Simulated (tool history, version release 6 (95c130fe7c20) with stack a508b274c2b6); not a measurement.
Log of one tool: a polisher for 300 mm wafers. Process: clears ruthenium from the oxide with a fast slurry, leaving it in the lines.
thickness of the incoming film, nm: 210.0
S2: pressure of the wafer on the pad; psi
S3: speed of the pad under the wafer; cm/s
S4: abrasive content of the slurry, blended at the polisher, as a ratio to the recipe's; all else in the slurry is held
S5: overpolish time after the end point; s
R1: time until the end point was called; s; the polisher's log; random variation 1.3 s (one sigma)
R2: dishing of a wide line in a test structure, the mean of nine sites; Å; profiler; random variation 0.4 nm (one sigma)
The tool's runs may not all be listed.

run 1 hour=0 | flow_of_slurry_(ml/min)=230 S2=2 S3=120 S4=1 S5=14 | R1=58.466 R2=372.33
run 2 hour=4.1 | flow_of_slurry_(ml/min)=230 S2=2 S3=96 S4=1 S5=14 | R1=73.353 R2=306.19
run 3 hour=5 | flow_of_slurry_(ml/min)=230 S2=2 S3=68 S4=1 S5=14 | R1=99.613 R2=226.39
run 4 hour=11.3 | flow_of_slurry_(ml/min)=230 S2=2.1 S3=68 S4=1 S5=14 | R1=95.768 R2=237.95
run 5 hour=15.5 | flow_of_slurry_(ml/min)=230 S2=2.2 S3=68 S4=1 S5=14 | R1=91.623 R2=246.88
run 6 hour=23.4 | flow_of_slurry_(ml/min)=230 S2=2.3 S3=68 S4=1 S5=14 | R1=86.87 R2=255.93

The next listed run, before its measurement:
run 7 hour=26.9 | flow_of_slurry_(ml/min)=230 S2=2.3 S3=68 S4=1 S5=14 | R1=? R2=?

Run 7 gave R1 88.2 s, R2 256.54 Å.

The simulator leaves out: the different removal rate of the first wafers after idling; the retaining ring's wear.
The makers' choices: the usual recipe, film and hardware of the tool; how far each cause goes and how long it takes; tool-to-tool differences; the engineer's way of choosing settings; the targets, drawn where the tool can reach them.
